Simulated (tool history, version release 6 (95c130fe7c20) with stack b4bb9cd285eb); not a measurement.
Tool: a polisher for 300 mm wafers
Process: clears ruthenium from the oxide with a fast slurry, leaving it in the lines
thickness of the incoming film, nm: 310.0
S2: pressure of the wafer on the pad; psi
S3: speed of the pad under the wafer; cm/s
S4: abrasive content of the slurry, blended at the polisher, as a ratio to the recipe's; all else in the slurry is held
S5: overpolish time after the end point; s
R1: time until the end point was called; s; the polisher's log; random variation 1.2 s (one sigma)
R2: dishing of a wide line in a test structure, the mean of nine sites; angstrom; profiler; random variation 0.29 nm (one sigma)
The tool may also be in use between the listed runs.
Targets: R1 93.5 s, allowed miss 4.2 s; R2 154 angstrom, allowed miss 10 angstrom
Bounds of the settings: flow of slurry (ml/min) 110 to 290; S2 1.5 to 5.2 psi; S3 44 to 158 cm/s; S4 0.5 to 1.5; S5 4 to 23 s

run 1 hour=0 | flow_of_slurry_(ml/min)=185 S2=3.3 S3=100 S4=1 S5=12 | R1=53.356 R2=487.81
run 2 hour=4.5 | flow_of_slurry_(ml/min)=185 S2=3.3 S3=112 S4=1 S5=12 | R1=48.032 R2=548.69
run 3 hour=6.1 | flow_of_slurry_(ml/min)=140 S2=3.3 S3=112 S4=1 S5=12 | R1=48.674 R2=523.68
run 4 hour=10.9 | flow_of_slurry_(ml/min)=140 S2=3.3 S3=112 S4=0.85 S5=12 | R1=53.211 R2=499.44
run 5 hour=15.1 | flow_of_slurry_(ml/min)=135 S2=3.1 S3=108 S4=0.9 S5=11 | R1=56.883 R2=421.91
run 6 hour=19.1 | flow_of_slurry_(ml/min)=135 S2=3.1 S3=86 S4=0.9 S5=11 | R1=72.615 R2=346.77
run 7 hour=24.9 | flow_of_slurry_(ml/min)=130 S2=3 S3=86 S4=0.9 S5=10 | R1=73.199 R2=306.27
run 8 hour=32.5 | flow_of_slurry_(ml/min)=130 S2=2.9 S3=86 S4=0.9 S5=9 | R1=74.067 R2=281.62
run 9 hour=39.3 | flow_of_slurry_(ml/min)=130 S2=2.8 S3=86 S4=0.9 S5=8 | R1=80.519 R2=230.1
run 10 hour=41.4 | flow_of_slurry_(ml/min)=130 S2=2.7 S3=86 S4=0.9 S5=8 | R1=81.73 R2=235.98
run 11 hour=43.7 | flow_of_slurry_(ml/min)=130 S2=2.6 S3=86 S4=0.9 S5=8 | R1=83.559 R2=223.06

4 next moves are on the table. One of them brings every result within its allowed miss. Which?
run A hour=46 | flow_of_slurry_(ml/min)=110 S2=2.7 S3=86 S4=0.8 S5=7 | R1=? R2=?
run B hour=46 | flow_of_slurry_(ml/min)=185 S2=2.4 S3=78 S4=0.95 S5=6 | R1=? R2=?
run C hour=46 | flow_of_slurry_(ml/min)=115 S2=2.6 S3=78 S4=0.9 S5=7 | R1=? R2=?
run D hour=46 | flow_of_slurry_(ml/min)=110 S2=2.2 S3=100 S4=0.8 S5=17 | R1=? R2=?

move=A R1=85.108 R2=188.99
move=B R1=91.432 R2=152.3
move=C R1=91.54 R2=176.32
move=D R1=88.763 R2=412.52
A: nearer than the last run, and not there yet
B: meets every target
C: nearer than the last run, and not there yet
D: further off than the last run
The right move is B.
